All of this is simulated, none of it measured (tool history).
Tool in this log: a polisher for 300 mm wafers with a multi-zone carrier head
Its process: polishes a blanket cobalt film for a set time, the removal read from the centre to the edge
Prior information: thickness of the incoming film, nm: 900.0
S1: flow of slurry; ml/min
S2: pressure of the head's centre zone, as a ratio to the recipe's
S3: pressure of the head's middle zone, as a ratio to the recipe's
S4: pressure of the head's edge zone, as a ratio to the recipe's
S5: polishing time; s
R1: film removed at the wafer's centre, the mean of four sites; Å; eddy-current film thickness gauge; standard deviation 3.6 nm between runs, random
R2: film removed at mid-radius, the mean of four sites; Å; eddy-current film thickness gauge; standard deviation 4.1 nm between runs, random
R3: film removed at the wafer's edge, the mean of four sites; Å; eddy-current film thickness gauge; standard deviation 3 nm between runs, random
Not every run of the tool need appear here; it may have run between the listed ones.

run	hour	S1	S2	S3	S4	S5	R1	R2	R3
1	0	190	1	1	1	80	2336.6	2178.8	2224.9
2	8.4	195	1.02	1.02	1.02	83	2504.1	2358	2317
3	17	200	1.03	1.02	1.04	86	2581.4	2398.2	2421.4
4	24.8	205	1.05	1.03	1.05	88	2679.9	2506	2485.8
5	28	205	1.07	1.03	1.05	90	2865.3	2576.4	2493.7
6	30.1	210	1.07	1.03	1.06	92	2863.5	2669.8	2638.4
7	38.1	215	1.08	1.03	1.06	93	3009.2	2696.2	2658.8

What does the tool deliver on the next run?
8	41.9	220	1.08	1.04	1.06	93	?	?	?

{"run 8": {"R1": 2917.1, "R2": 2679.1, "R3": 2659.8}}

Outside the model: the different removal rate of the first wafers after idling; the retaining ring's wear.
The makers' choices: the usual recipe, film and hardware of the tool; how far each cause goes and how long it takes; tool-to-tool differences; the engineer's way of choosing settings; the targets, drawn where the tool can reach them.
